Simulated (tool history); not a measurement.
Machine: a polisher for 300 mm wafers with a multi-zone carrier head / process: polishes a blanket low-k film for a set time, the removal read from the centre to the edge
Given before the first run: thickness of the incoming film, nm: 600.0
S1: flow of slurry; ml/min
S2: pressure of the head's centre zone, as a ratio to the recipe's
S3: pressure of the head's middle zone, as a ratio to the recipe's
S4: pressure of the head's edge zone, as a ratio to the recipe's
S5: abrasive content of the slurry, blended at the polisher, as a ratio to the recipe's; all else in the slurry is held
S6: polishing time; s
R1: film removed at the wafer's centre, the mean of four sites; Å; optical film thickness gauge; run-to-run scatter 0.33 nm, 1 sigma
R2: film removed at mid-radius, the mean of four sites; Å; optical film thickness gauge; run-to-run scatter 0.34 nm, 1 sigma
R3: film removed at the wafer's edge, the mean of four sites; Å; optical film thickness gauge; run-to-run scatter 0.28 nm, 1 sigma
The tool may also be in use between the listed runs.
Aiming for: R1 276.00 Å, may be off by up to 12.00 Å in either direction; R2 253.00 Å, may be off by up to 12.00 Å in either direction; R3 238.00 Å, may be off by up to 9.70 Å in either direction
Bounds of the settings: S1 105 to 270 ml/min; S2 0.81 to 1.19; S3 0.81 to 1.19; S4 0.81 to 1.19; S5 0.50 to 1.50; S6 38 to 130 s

| run | hour | S1 | S2 | S3 | S4 | S5 | S6 | R1 | R2 | R3 |
|---|---|---|---|---|---|---|---|---|---|---|
| 1 | 0.0 | 175 | 1.00 | 1.00 | 1.00 | 1.00 | 84 | 298.69 | 300.64 | 292.65 |
| 2 | 5.0 | 175 | 1.00 | 1.00 | 0.91 | 1.00 | 84 | 294.03 | 302.39 | 277.26 |
| 3 | 6.6 | 140 | 1.00 | 1.00 | 0.91 | 1.00 | 84 | 292.34 | 292.33 | 273.85 |
| 4 | 13.4 | 140 | 1.00 | 0.92 | 0.91 | 1.00 | 84 | 289.02 | 268.43 | 275.76 |
| 5 | 21.5 | 140 | 1.01 | 0.92 | 0.90 | 1.00 | 84 | 291.25 | 272.11 | 277.31 |
| 6 | 26.0 | 140 | 1.01 | 0.98 | 0.90 | 1.00 | 84 | 297.58 | 287.51 | 271.18 |
| 7 | 33.0 | 140 | 1.01 | 0.98 | 0.89 | 1.00 | 84 | 293.99 | 288.16 | 275.31 |
| 8 | 33.9 | 140 | 1.02 | 0.98 | 0.89 | 0.95 | 84 | 288.99 | 279.09 | 265.17 |
| 9 | 41.3 | 140 | 1.03 | 0.98 | 0.88 | 0.95 | 84 | 284.36 | 273.83 | 268.38 |
| 10 | 47.6 | 170 | 1.13 | 1.06 | 0.82 | 0.70 | 82 | 262.39 | 244.80 | 204.00 |
| 11 | 53.1 | 170 | 1.13 | 1.06 | 0.82 | 0.70 | 82 | 263.79 | 243.80 | 207.62 |
| 12 | 60.4 | 170 | 1.13 | 1.05 | 0.83 | 0.70 | 82 | 259.62 | 233.59 | 209.63 |
| 13 | 67.2 | 170 | 1.13 | 1.05 | 0.83 | 0.70 | 82 | 254.59 | 241.06 | 210.24 |
| 14 | 71.7 | 170 | 1.13 | 1.05 | 0.84 | 0.70 | 82 | 263.10 | 239.95 | 209.53 |
| 15 | 75.8 | 170 | 1.12 | 1.05 | 0.85 | 0.70 | 82 | 259.46 | 237.95 | 213.78 |
| 16 | 78.2 | 170 | 1.12 | 1.05 | 0.86 | 0.70 | 82 | 256.09 | 244.64 | 214.59 |
| 17 | 84.4 | 170 | 1.12 | 1.05 | 0.87 | 0.70 | 82 | 263.56 | 236.64 | 212.67 |
| 18 | 87.2 | 170 | 1.11 | 1.05 | 0.88 | 0.70 | 82 | 255.31 | 240.64 | 214.94 |
| 19 | 95.5 | 170 | 1.11 | 1.05 | 0.89 | 0.70 | 82 | 257.58 | 243.79 | 210.44 |
| 20 | 103.3 | 170 | 1.11 | 1.04 | 0.89 | 0.70 | 82 | 258.47 | 232.44 | 217.08 |
| 21 | 111.4 | 170 | 1.11 | 1.04 | 0.90 | 0.70 | 82 | 252.07 | 236.42 | 220.36 |

Below are 4 possible settings for the next run. Only one of them brings all results inside the allowed miss of their targets. Which is it?
| A | 119.5 | 170 | 1.15 | 1.04 | 0.92 | 0.55 | 97 | ? | ? | ? |
| B | 119.5 | 170 | 1.18 | 0.95 | 1.03 | 0.50 | 113 | ? | ? | ? |
| C | 119.5 | 150 | 1.17 | 0.89 | 0.89 | 0.75 | 88 | ? | ? | ? |
| D | 119.5 | 180 | 1.12 | 1.04 | 0.94 | 0.85 | 76 | ? | ? | ? |

| move | R1 | R2 | R3 |
|---|---|---|---|
| A | 255.47 | 226.18 | 213.09 |
| B | 278.10 | 222.36 | 238.98 |
| C | 297.20 | 227.63 | 242.33 |
| D | 274.59 | 249.48 | 236.91 |
A: the biggest miss grows against the last run
B: corrects the largest miss of the last run, while another result sits out of spec
C: moves the result that the last run missed by most past its target, out the other side
D: each result inside its tolerance
The move that meets every target is D.
